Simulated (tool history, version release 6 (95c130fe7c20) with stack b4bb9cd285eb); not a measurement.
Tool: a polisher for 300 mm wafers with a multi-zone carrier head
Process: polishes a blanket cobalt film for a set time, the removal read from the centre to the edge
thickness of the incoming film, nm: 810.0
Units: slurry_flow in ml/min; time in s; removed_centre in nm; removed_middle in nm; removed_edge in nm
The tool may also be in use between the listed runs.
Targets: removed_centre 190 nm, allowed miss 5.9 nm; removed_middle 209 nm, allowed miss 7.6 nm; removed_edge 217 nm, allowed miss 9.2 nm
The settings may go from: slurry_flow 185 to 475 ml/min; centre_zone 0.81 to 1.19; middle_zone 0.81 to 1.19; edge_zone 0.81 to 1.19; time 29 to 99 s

{"run": 1, "hour": 0.0, "slurry_flow": 305, "centre_zone": 1, "middle_zone": 1, "edge_zone": 1, "time": 64, "removed_centre": 171.97, "removed_middle": 154.65, "removed_edge": 156.15}
{"run": 2, "hour": 6.9, "slurry_flow": 305, "centre_zone": 1, "middle_zone": 0.95, "edge_zone": 1, "time": 64, "removed_centre": 169.03, "removed_middle": 149.2, "removed_edge": 158.15}
{"run": 3, "hour": 10.6, "slurry_flow": 305, "centre_zone": 1, "middle_zone": 0.95, "edge_zone": 0.96, "time": 64, "removed_centre": 172.61, "removed_middle": 151.42, "removed_edge": 152.11}
{"run": 4, "hour": 17.5, "slurry_flow": 305, "centre_zone": 1, "middle_zone": 0.91, "edge_zone": 0.96, "time": 64, "removed_centre": 173.87, "removed_middle": 143.97, "removed_edge": 155.35}
{"run": 5, "hour": 21.9, "slurry_flow": 305, "centre_zone": 1, "middle_zone": 0.91, "edge_zone": 0.96, "time": 55, "removed_centre": 147, "removed_middle": 123.27, "removed_edge": 131.31}
{"run": 6, "hour": 24.1, "slurry_flow": 305, "centre_zone": 0.99, "middle_zone": 0.93, "edge_zone": 0.98, "time": 58, "removed_centre": 152.65, "removed_middle": 132.88, "removed_edge": 140.92}
{"run": 7, "hour": 27.5, "slurry_flow": 305, "centre_zone": 0.98, "middle_zone": 0.95, "edge_zone": 1, "time": 60, "removed_centre": 154.35, "removed_middle": 139.24, "removed_edge": 147.75}
{"hour": 35.7, "done": "centre zone pressure recalibrated"}
{"run": 8, "hour": 35.7, "slurry_flow": 305, "centre_zone": 0.98, "middle_zone": 0.97, "edge_zone": 1.02, "time": 62, "removed_centre": 146.01, "removed_middle": 147.28, "removed_edge": 155.26}
{"run": 9, "hour": 39.6, "slurry_flow": 305, "centre_zone": 0.98, "middle_zone": 0.98, "edge_zone": 1.03, "time": 64, "removed_centre": 152.18, "removed_middle": 150.58, "removed_edge": 161.08}
{"run": 10, "hour": 45.9, "slurry_flow": 305, "centre_zone": 0.98, "middle_zone": 0.99, "edge_zone": 1.04, "time": 66, "removed_centre": 156.26, "removed_middle": 159.99, "removed_edge": 163.4}
{"run": 11, "hour": 46.9, "slurry_flow": 305, "centre_zone": 0.98, "middle_zone": 0.99, "edge_zone": 1.05, "time": 68, "removed_centre": 161.24, "removed_middle": 165.11, "removed_edge": 171.88}

Which of these 4 next moves meets every target?
{"run": "A", "hour": 47.9, "slurry_flow": 340, "centre_zone": 0.91, "middle_zone": 1, "edge_zone": 1.01, "time": 94, "removed_centre": "?", "removed_middle": "?", "removed_edge": "?"}
{"run": "B", "hour": 47.9, "slurry_flow": 290, "centre_zone": 0.91, "middle_zone": 1.05, "edge_zone": 0.98, "time": 77, "removed_centre": "?", "removed_middle": "?", "removed_edge": "?"}
{"run": "C", "hour": 47.9, "slurry_flow": 345, "centre_zone": 0.96, "middle_zone": 1.05, "edge_zone": 1.16, "time": 82, "removed_centre": "?", "removed_middle": "?", "removed_edge": "?"}
{"run": "D", "hour": 47.9, "slurry_flow": 260, "centre_zone": 0.91, "middle_zone": 1.09, "edge_zone": 1.07, "time": 87, "removed_centre": "?", "removed_middle": "?", "removed_edge": "?"}

move=A removed_centre=206.55 removed_middle=229.45 removed_edge=236.29
move=B removed_centre=166.89 removed_middle=193.41 removed_edge=188.79
move=C removed_centre=190.46 removed_middle=208.73 removed_edge=221
move=D removed_centre=186.63 removed_middle=223.42 removed_edge=220.93
A: takes the result that was furthest off past its target
B: nearer than the last run, and not there yet
C: meets every target
D: takes the result that was furthest off past its target
The right move is C.
